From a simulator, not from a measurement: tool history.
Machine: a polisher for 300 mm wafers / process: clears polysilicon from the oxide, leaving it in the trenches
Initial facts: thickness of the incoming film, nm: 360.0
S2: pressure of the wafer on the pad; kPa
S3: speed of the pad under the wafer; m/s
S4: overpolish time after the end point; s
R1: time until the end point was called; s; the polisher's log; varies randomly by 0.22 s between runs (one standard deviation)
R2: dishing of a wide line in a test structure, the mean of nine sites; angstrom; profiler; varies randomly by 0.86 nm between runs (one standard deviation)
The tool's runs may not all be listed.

Run 1, hour 0: flow of slurry (ml/min) 195, S2 14.5 kPa, S3 1.28 m/s, S4 16 s. Result: R1 32.146 s, R2 518.17 angstrom.
Run 2, hour 0.9: flow of slurry (ml/min) 195, S2 14.5 kPa, S3 1.4 m/s, S4 16 s. Result: R1 29.086 s, R2 548.3 angstrom.
Run 3, hour 5.8: flow of slurry (ml/min) 195, S2 12.4 kPa, S3 1.4 m/s, S4 16 s. Result: R1 33.854 s, R2 500.55 angstrom.
Run 4, hour 9.8: flow of slurry (ml/min) 195, S2 12.4 kPa, S3 1.14 m/s, S4 16 s. Result: R1 41.326 s, R2 493.03 angstrom.
Run 5, hour 15.1: flow of slurry (ml/min) 195, S2 14.5 kPa, S3 1.14 m/s, S4 16 s. Result: R1 35.527 s, R2 510.03 angstrom.
Run 6, hour 22.1: flow of slurry (ml/min) 195, S2 14.5 kPa, S3 1.14 m/s, S4 19 s. Result: R1 36.025 s, R2 524.32 angstrom.
Run 7, hour 23.9: flow of slurry (ml/min) 210, S2 14.5 kPa, S3 1.18 m/s, S4 17 s. Result: R1 34.677 s, R2 540.2 angstrom.
Run 8, hour 24.5: flow of slurry (ml/min) 195, S2 15.2 kPa, S3 1.2 m/s, S4 15 s. Result: R1 32.766 s, R2 515.15 angstrom.

What does the tool deliver on the next run?
Run 9, hour 27.8: flow of slurry (ml/min) 180, S2 15.9 kPa, S3 1.22 m/s, S4 13 s. Result: R1 ?, R2 ?.

{"run 9": {"R1": 30.808, "R2": 518.46}}
